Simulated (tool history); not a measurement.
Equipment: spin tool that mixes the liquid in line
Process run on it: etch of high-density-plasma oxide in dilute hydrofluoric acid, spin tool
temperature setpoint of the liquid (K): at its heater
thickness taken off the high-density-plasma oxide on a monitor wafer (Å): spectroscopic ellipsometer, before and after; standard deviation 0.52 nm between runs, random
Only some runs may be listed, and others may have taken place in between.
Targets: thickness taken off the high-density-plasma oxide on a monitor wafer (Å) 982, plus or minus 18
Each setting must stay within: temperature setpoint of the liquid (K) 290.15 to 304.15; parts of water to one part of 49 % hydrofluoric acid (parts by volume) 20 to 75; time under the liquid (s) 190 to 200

run	hour	temperature setpoint of the liquid (K)	parts of water to one part of 49 % hydrofluoric acid (parts by volume)	time under the liquid (s)	thickness taken off the high-density-plasma oxide on a monitor wafer (Å)
1	0	296.15	45	190	443.18
2	4.2	299.15	45	190	496.02
3	10.3	299.15	35	190	652.05
4	15.1	300.15	35	190	681.43
5	23.7	301.15	35	190	704.88
6	32.6	301.65	35	190	716.62
7	41.3	302.15	35	190	734.23
8	49.1	302.65	35	190	748.68
9	55.5	302.65	35	190	751.87
10	64.1	303.15	35	190	762.8
11	66.6	303.65	30	190	925.16
12	71.6	304.15	30	190	935.3
13	75.5	304.15	30	195	963.64

Exactly one of the 4 candidate moves below puts every result within its allowed miss. Which one?
A	79.4	304.15	30	200	?
B	79.4	303.15	30	200	?
C	79.4	304.15	30	190	?
D	79.4	298.65	25	200	?

move	thickness taken off the high-density-plasma oxide on a monitor wafer (Å)
A	977.53
B	939.32
C	928.65
D	945.16
A: meets every target
B: misses by more than the last run did
C: misses by more than the last run did
D: misses by more than the last run did
A is the move that brings every result within its allowed miss.
